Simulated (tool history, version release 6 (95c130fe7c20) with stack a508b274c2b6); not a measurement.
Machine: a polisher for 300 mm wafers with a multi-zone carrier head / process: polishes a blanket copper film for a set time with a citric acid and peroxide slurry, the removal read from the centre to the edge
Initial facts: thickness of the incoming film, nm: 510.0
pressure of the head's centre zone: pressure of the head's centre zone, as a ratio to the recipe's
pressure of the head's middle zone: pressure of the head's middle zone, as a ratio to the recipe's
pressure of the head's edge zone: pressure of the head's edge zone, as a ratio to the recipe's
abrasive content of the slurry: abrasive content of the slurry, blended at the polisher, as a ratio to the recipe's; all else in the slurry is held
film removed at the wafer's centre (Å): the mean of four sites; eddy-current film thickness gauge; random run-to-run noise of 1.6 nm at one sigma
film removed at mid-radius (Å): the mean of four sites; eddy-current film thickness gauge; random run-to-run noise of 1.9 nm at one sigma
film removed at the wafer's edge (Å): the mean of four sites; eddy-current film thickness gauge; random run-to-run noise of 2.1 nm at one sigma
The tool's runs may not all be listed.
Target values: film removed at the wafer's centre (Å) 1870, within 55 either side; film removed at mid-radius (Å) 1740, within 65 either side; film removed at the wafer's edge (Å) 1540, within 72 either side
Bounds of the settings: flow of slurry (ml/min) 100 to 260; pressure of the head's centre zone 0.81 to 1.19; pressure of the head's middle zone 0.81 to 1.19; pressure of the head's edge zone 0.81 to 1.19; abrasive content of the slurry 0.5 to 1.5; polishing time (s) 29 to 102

run,hour,flow of slurry (ml/min),pressure of the head's centre zone,pressure of the head's middle zone,pressure of the head's edge zone,abrasive content of the slurry,polishing time (s),film removed at the wafer's centre (Å),film removed at mid-radius (Å),film removed at the wafer's edge (Å)
1,0,165,1,1,1,1,65,1248.8,1275.7,1236.8
2,4.5,165,1.07,1,1,1,65,1313.4,1268.3,1235.8
3,7.7,185,1.07,1,1,1,65,1366,1308.4,1258.3
4,15.9,185,1.1,1,1,1,65,1386,1309.8,1233.4
5,22.1,185,1.1,1,1,1.15,65,1420,1326.7,1311.6
6,24.3,185,1.1,1,0.92,1.15,65,1422,1315.9,1238.3
# hour 27: slurry nozzle cleaned
7,27,190,1.11,1.01,0.92,1.2,66,1528.3,1469.7,1332.9
8,34,240,1.19,1.01,0.99,1.25,66,1690.3,1500.7,1374.9
9,39.5,245,1.19,1.03,0.98,1.35,68,1801.3,1580.5,1452.6
10,46.4,245,1.19,1.04,0.98,1.35,68,1773.5,1620.3,1450.7

Consider the 5 candidate settings below. Which is the only one whose results all fall within their allowed miss of target?
A,53.3,245,1.19,0.9,0.98,1.3,72,?,?,?
B,53.3,185,1.06,0.97,1.03,1.5,71,?,?,?
C,53.3,220,1.01,0.86,1.12,1.5,71,?,?,?
D,53.3,230,1.1,0.99,1.03,1.45,69,?,?,?
E,53.3,260,1.16,1.05,0.94,1.25,74,?,?,?

move,film removed at the wafer's centre (Å),film removed at mid-radius (Å),film removed at the wafer's edge (Å)
A,1851.9,1503.5,1536.4
B,1625.4,1562.1,1547.1
C,1594.8,1444.3,1641.8
D,1672.3,1577.2,1524.8
E,1864.4,1759.9,1543.1
A: its largest miss is bigger than the last run's
B: its largest miss is bigger than the last run's
C: its largest miss is bigger than the last run's
D: its largest miss is bigger than the last run's
E: hits every target within its allowed miss
E meets every target.

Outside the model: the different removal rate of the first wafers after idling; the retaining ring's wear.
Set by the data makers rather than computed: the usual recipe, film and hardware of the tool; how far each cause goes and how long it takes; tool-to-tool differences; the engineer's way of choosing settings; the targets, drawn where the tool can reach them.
